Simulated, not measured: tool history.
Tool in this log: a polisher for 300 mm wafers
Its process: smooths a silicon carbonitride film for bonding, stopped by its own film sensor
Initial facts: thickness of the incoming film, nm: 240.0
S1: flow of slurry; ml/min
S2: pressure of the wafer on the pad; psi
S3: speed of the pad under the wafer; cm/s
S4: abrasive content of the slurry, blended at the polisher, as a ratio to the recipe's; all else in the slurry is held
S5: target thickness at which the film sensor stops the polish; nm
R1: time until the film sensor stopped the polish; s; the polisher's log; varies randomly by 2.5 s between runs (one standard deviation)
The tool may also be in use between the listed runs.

run,hour,S1,S2,S3,S4,S5,R1
1,0,290,1.5,106,1,212,150.73
2,6,290,1.7,106,1,212,135.38
3,14.8,255,1.7,106,1,212,137.93
4,23.5,255,1.7,88,1,212,161.48
# hour 24.3: worn pad replaced by a new one
5,24.3,255,1.7,88,1,210,162.43
6,32.6,255,1.6,88,1,210,172.07
7,41.1,255,1.5,88,1,210,182.43
8,42.4,255,1.4,88,1,210,195.79
9,47.1,255,1.3,88,1,210,205.1

Predict the results of run 10:
10,52.3,255,0.9,86,1,210,?

Run 10 measured R1 274.24 s.

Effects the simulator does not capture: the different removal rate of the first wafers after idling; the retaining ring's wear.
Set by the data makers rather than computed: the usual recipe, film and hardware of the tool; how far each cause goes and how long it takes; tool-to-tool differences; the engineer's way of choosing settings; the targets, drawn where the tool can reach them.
